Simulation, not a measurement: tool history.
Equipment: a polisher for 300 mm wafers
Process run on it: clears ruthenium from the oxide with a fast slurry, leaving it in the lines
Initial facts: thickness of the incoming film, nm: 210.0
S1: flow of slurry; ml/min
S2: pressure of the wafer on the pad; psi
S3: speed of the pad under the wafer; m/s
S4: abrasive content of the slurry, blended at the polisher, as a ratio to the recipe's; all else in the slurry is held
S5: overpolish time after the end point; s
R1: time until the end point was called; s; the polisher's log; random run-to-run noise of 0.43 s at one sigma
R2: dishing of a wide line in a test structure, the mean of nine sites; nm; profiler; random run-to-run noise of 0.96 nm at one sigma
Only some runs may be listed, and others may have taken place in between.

{"run": 1, "hour": 0.0, "S1": 200, "S2": 3.3, "S3": 1.28, "S4": 1.0, "S5": 26, "R1": 43.77, "R2": 56.438}
{"run": 2, "hour": 4.4, "S1": 155, "S2": 3.3, "S3": 1.28, "S4": 1.0, "S5": 26, "R1": 45.477, "R2": 55.302}
{"run": 3, "hour": 12.9, "S1": 155, "S2": 3.3, "S3": 1.28, "S4": 1.0, "S5": 17, "R1": 45.821, "R2": 43.53}
{"run": 4, "hour": 17.8, "S1": 155, "S2": 3.3, "S3": 1.28, "S4": 0.85, "S5": 17, "R1": 50.352, "R2": 40.86}
{"run": 5, "hour": 22.4, "S1": 155, "S2": 3.5, "S3": 1.28, "S4": 0.85, "S5": 18, "R1": 48.741, "R2": 44.003}
{"run": 6, "hour": 31.2, "S1": 160, "S2": 3.8, "S3": 1.3, "S4": 0.85, "S5": 18, "R1": 44.693, "R2": 45.726}
{"run": 7, "hour": 32.8, "S1": 160, "S2": 3.8, "S3": 1.3, "S4": 0.85, "S5": 18, "R1": 43.999, "R2": 46.452}
{"run": 8, "hour": 39.4, "S1": 160, "S2": 4.0, "S3": 1.3, "S4": 0.85, "S5": 18, "R1": 41.593, "R2": 47.237}
{"run": 9, "hour": 41.9, "S1": 160, "S2": 4.2, "S3": 1.3, "S4": 0.85, "S5": 18, "R1": 39.541, "R2": 49.616}

Run 10 comes next. What will it give?
{"run": 10, "hour": 49.5, "S1": 160, "S2": 4.4, "S3": 1.3, "S4": 0.85, "S5": 18, "R1": "?", "R2": "?"}

{"run 10": {"R1": 37.122, "R2": 50.219}}
